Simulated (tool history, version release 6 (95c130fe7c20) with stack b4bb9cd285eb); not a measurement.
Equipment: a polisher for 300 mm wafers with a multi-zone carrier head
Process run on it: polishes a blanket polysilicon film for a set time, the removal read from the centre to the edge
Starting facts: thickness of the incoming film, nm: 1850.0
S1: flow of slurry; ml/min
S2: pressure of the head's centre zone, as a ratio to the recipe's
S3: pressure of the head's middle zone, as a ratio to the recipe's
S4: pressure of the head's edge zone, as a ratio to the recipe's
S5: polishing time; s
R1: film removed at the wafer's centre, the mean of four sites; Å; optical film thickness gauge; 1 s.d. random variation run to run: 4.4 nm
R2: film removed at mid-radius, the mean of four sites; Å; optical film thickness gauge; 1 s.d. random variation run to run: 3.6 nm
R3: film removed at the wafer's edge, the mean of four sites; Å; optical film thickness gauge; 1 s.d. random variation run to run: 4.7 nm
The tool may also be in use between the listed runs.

run 1 hour=0.0 | S1=165 S2=1.00 S3=1.00 S4=1.00 S5=72 | R1=7280.4 R2=7114.9 R3=7226.5
run 2 hour=6.0 | S1=165 S2=1.00 S3=1.06 S4=1.00 S5=72 | R1=7319.8 R2=7518.2 R3=7240.6
run 3 hour=14.2 | S1=165 S2=0.99 S3=1.06 S4=0.97 S5=68 | R1=6746.1 R2=7125.2 R3=6700.2
run 4 hour=20.6 | S1=195 S2=0.99 S3=1.06 S4=0.97 S5=68 | R1=7121.7 R2=7245.1 R3=6844.3
run 5 hour=28.5 | S1=190 S2=0.98 S3=1.05 S4=0.94 S5=65 | R1=6685.4 R2=6955.2 R3=6486.8
run 6 hour=31.8 | S1=190 S2=0.95 S3=1.05 S4=0.94 S5=65 | R1=6412.0 R2=6950.7 R3=6580.5
run 7 hour=35.8 | S1=180 S2=0.95 S3=1.05 S4=0.92 S5=62 | R1=6054.3 R2=6483.4 R3=6059.3
run 8 hour=44.1 | S1=170 S2=0.95 S3=1.05 S4=0.90 S5=61 | R1=5893.9 R2=6307.5 R3=5884.9
run 9 hour=51.2 | S1=150 S2=0.93 S3=1.06 S4=0.81 S5=47 | R1=4350.7 R2=4829.1 R3=4345.8
run 10 hour=52.4 | S1=160 S2=0.93 S3=1.06 S4=0.82 S5=47 | R1=4424.2 R2=4906.5 R3=4404.7

What does the tool deliver on the next run?
run 11 hour=61.4 | S1=170 S2=0.93 S3=1.06 S4=0.83 S5=47 | R1=? R2=? R3=?

{"run 11": {"R1": 4466.9, "R2": 4922.8, "R3": 4405.6}}

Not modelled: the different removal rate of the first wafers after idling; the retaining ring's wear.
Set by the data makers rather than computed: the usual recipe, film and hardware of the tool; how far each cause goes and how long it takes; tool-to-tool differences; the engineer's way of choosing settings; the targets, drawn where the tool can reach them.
